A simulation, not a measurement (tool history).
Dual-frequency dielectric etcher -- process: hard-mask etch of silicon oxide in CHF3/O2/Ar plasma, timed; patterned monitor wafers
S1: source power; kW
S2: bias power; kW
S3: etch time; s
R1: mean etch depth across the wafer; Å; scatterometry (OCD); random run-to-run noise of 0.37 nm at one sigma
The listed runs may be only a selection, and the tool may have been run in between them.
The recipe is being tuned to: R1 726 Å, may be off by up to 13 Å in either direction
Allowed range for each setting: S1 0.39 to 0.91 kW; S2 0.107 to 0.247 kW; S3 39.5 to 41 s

run,hour,S1,S2,S3,R1
1,0,0.65,0.177,39.5,822.34
2,5.5,0.62,0.175,39.5,811.01
3,13.8,0.59,0.173,39.5,791.14
4,20.6,0.57,0.172,39.5,782.71
5,21.6,0.55,0.171,39.5,763.85
6,22.2,0.54,0.17,39.5,763.82
7,24.6,0.53,0.169,39.5,769.33
8,29.1,0.51,0.167,39.5,755.09
9,34,0.5,0.166,39.5,742.36
10,41.6,0.49,0.166,39.5,740.82

Of the 4 settings listed for the next run, only one would bring every result within its allowed miss of target. Which one?
A,49.2,0.5,0.165,40.5,?
B,49.2,0.48,0.163,41,?
C,49.2,0.52,0.176,39.5,?
D,49.2,0.5,0.15,40,?

move,R1
A,759.02
B,756.87
C,763.15
D,729.08
A: misses by more than the last run did
B: misses by more than the last run did
C: misses by more than the last run did
D: meets every target
So the answer is move D, the one that meets all the targets.

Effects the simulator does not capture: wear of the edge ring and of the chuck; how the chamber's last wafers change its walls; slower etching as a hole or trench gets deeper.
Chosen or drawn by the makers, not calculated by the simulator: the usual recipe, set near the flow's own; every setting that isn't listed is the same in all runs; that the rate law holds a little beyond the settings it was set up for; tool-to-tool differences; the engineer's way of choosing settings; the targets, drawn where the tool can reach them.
